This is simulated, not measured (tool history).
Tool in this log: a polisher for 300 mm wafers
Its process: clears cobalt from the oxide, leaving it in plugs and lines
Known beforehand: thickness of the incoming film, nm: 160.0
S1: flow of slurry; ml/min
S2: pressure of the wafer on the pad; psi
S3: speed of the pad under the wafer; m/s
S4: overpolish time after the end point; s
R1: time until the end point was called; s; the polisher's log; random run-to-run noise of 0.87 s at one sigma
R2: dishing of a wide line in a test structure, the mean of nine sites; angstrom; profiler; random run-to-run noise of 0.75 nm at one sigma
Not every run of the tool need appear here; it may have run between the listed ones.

| run | hour | S1 | S2 | S3 | S4 | R1 | R2 |
|---|---|---|---|---|---|---|---|
| 1 | 0 | 160 | 1.7 | 1.18 | 27 | 36.04 | 334.52 |
| 2 | 2 | 160 | 1.6 | 1.18 | 29 | 39.689 | 350.83 |
| 3 | 3.4 | 160 | 1.6 | 1.18 | 18 | 39.727 | 304.41 |
| 4 | 11.2 | 160 | 1.6 | 1.3 | 18 | 35.342 | 300.21 |
| 5 | 16.3 | 160 | 1.8 | 1.3 | 18 | 32.524 | 318.08 |
| 6 | 24.3 | 160 | 1.8 | 1.3 | 10 | 31.356 | 235.41 |
| 7 | 31.5 | 160 | 1.7 | 1.3 | 12 | 34.4 | 264.61 |
| 8 | 39.9 | 160 | 1.6 | 1.3 | 14 | 36.739 | 266.46 |

For run 9, what comes out?
| 9 | 46 | 160 | 1.5 | 1.28 | 17 | ? | ? |

R1: 38.753 s
R2: 274.89 angstrom
